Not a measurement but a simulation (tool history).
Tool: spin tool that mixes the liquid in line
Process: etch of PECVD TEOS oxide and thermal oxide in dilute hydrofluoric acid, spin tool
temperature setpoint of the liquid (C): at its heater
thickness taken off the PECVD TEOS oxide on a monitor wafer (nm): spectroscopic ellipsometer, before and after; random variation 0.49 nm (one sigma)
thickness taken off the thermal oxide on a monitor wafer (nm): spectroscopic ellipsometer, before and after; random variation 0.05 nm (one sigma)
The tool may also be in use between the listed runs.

run    day  temperature setpoint of the liquid (C)  parts of water to one part of 49 % hydrofluoric acid (parts by volume)  time under the liquid (s)  thickness taken off the PECVD TEOS oxide on a monitor wafer (nm)  thickness taken off the thermal oxide on a monitor wafer (nm)
  1  0.000                                    23.0                                                                      80                        165                                                            43.890                                                         9.0940
  2  0.108                                    23.0                                                                      80                        195                                                            50.023                                                        10.7290
  3  0.238                                    23.0                                                                      80                        145                                                            38.017                                                         7.9259
  4  0.358                                    20.5                                                                      80                        145                                                            34.405                                                         7.2609
  5  0.667                                    22.0                                                                      80                        145                                                            36.792                                                         7.7167
  6  0.971                                    22.0                                                                      80                        115                                                            28.971                                                         6.0828
  7  1.250                                    23.5                                                                      75                        115                                                            33.322                                                         6.8874

Forecast run 8:
  8  1.500                                    24.5                                                                      70                        115                                                                 ?                                                              ?

thickness taken off the PECVD TEOS oxide on a monitor wafer (nm): 36.715
thickness taken off the thermal oxide on a monitor wafer (nm): 7.8170
